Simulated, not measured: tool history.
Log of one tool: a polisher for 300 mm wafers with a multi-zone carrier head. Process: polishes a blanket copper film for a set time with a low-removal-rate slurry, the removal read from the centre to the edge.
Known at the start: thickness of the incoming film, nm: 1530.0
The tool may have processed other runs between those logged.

run,hour,flow of slurry (ml/min),pressure of the head's centre zone,pressure of the head's middle zone,pressure of the head's edge zone,abrasive content of the slurry,polishing time (s),film removed at the wafer's centre (nm),film removed at mid-radius (nm),film removed at the wafer's edge (nm)
1,0.0,285,1.00,1.00,1.00,1.00,52,89.722,93.809,94.967
2,5.9,250,1.00,1.00,1.00,1.00,52,88.167,93.576,97.007
3,13.8,250,1.01,1.03,1.00,1.10,56,95.120,104.680,105.030
4,20.5,250,1.03,1.05,1.00,1.20,60,108.750,118.930,112.180
5,21.4,240,1.03,1.05,1.02,1.25,63,114.750,123.930,118.290
6,29.7,230,1.02,1.06,1.03,1.30,66,121.110,131.020,130.510
7,35.6,235,1.02,1.08,1.04,1.35,67,121.390,136.190,129.710
# hour 37.0: centre zone pressure recalibrated
8,37.0,235,1.02,1.09,1.04,1.35,68,132.100,139.060,136.220
9,43.6,230,1.00,1.11,1.02,1.40,69,131.310,143.710,138.190

Run 10 is up next; what results do you expect?
10,47.3,230,0.99,1.13,1.02,1.40,69,?,?,?

film removed at the wafer's centre (nm): 131.470
film removed at mid-radius (nm): 148.550
film removed at the wafer's edge (nm): 138.110

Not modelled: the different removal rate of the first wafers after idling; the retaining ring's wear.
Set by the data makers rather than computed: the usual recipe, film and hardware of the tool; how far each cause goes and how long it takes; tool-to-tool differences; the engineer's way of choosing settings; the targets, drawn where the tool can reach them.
